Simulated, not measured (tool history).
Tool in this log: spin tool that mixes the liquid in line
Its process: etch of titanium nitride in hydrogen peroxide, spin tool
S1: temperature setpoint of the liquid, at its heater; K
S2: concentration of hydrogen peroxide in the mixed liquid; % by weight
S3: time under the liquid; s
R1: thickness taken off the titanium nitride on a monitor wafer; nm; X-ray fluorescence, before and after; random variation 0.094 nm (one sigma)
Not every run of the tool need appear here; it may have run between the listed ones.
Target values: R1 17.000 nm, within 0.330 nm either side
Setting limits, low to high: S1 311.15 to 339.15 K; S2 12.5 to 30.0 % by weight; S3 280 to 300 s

run  hour      S1    S2   S3      R1
  1   0.0  327.15  23.5  280  30.820
  2   3.7  327.15  28.0  280  32.033
  3   5.9  325.65  28.0  280  28.650
  4  14.3  322.15  28.0  280  22.167
  5  16.4  324.65  28.0  280  26.632
  6  22.9  321.65  28.0  280  21.501
  7  29.7  321.15  28.0  280  20.714
  8  32.1  320.65  28.0  280  20.041
  9  41.0  320.15  28.0  280  19.262
 10  49.5  319.65  28.0  280  18.563
 11  51.0  319.15  28.0  280  17.812

Next run, 5 choices. One meets every target within its allowed miss, the rest don't. Which?
  A  52.5  318.65  26.5  280   ?
  B  52.5  318.15  30.0  295   ?
  C  52.5  318.15  29.5  300   ?
  D  52.5  318.15  30.0  300   ?
  E  52.5  318.65  28.0  285   ?

move      R1
   A  16.901
   B  17.633
   C  17.865
   D  17.932
   E  17.413
A: every result within its allowed miss
B: an improvement on the last run, though not all results are within tolerance
C: its largest miss is bigger than the last run's
D: its largest miss is bigger than the last run's
E: an improvement on the last run, though not all results are within tolerance
So the answer is move A, the one that meets all the targets.
